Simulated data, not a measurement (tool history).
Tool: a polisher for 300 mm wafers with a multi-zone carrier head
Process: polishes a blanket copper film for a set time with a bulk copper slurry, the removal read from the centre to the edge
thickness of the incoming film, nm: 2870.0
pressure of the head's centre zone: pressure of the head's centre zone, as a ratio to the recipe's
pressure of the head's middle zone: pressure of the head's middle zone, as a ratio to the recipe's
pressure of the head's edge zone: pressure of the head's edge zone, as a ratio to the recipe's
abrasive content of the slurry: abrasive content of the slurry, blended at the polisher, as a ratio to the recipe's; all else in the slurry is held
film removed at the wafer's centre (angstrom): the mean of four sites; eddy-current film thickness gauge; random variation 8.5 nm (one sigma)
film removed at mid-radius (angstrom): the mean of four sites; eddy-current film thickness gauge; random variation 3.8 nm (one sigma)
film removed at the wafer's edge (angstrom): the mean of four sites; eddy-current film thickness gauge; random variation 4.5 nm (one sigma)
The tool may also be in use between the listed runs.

run	hour	flow of slurry (ml/min)	pressure of the head's centre zone	pressure of the head's middle zone	pressure of the head's edge zone	abrasive content of the slurry	polishing time (s)	film removed at the wafer's centre (angstrom)	film removed at mid-radius (angstrom)	film removed at the wafer's edge (angstrom)
1	0.0	135	1.00	1.00	1.00	1.00	84	4103.3	4111.5	4083.7
2	1.4	140	1.01	1.02	1.02	1.05	85	4270.1	4257.3	4155.6
3	3.1	145	1.01	1.04	1.03	1.10	87	4314.6	4525.1	4391.2
4	8.7	145	1.01	1.04	1.03	1.10	99	5040.4	5146.3	4978.0
5	12.9	145	0.96	1.04	1.03	1.10	99	4801.0	5252.0	4973.9
6	14.6	170	0.96	1.04	1.03	1.10	99	5040.8	5350.6	5071.0
7	16.4	175	0.97	1.05	1.03	1.10	99	5175.7	5383.6	5129.8

Run 8 comes next. What will it give?
8	19.0	180	0.98	1.06	1.03	1.10	99	?	?	?

Run 8 gave film removed at the wafer's centre (angstrom) 5191.5, film removed at mid-radius (angstrom) 5412.4, film removed at the wafer's edge (angstrom) 5188.1.

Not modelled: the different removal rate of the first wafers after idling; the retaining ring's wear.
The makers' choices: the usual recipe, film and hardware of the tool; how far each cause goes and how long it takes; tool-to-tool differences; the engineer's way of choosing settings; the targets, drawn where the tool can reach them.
